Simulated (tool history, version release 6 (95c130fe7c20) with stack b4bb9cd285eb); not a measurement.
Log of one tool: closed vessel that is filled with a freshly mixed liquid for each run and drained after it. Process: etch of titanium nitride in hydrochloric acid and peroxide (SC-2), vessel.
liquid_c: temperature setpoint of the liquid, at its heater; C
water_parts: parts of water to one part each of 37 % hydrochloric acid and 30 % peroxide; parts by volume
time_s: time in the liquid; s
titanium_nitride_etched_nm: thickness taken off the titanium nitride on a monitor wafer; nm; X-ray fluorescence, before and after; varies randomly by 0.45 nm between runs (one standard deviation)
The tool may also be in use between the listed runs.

run 1 hour=0.0 | liquid_c=55.0 water_parts=5.5 time_s=605 | titanium_nitride_etched_nm=48.823
run 2 hour=3.6 | liquid_c=55.0 water_parts=5.5 time_s=605 | titanium_nitride_etched_nm=48.748
run 3 hour=6.9 | liquid_c=55.0 water_parts=4.5 time_s=605 | titanium_nitride_etched_nm=56.545
run 4 hour=16.2 | liquid_c=55.0 water_parts=4.5 time_s=605 | titanium_nitride_etched_nm=56.420
run 5 hour=21.5 | liquid_c=55.0 water_parts=4.5 time_s=645 | titanium_nitride_etched_nm=60.024
run 6 hour=30.2 | liquid_c=58.5 water_parts=4.5 time_s=645 | titanium_nitride_etched_nm=74.163
run 7 hour=37.5 | liquid_c=61.0 water_parts=4.5 time_s=645 | titanium_nitride_etched_nm=87.753

Run 8 is up next; what results do you expect?
-- hour=44.4 new drum of peroxide connected
run 8 hour=44.4 | liquid_c=62.5 water_parts=4.5 time_s=645 | titanium_nitride_etched_nm=?

{"run 8": {"titanium_nitride_etched_nm": 99.65}}
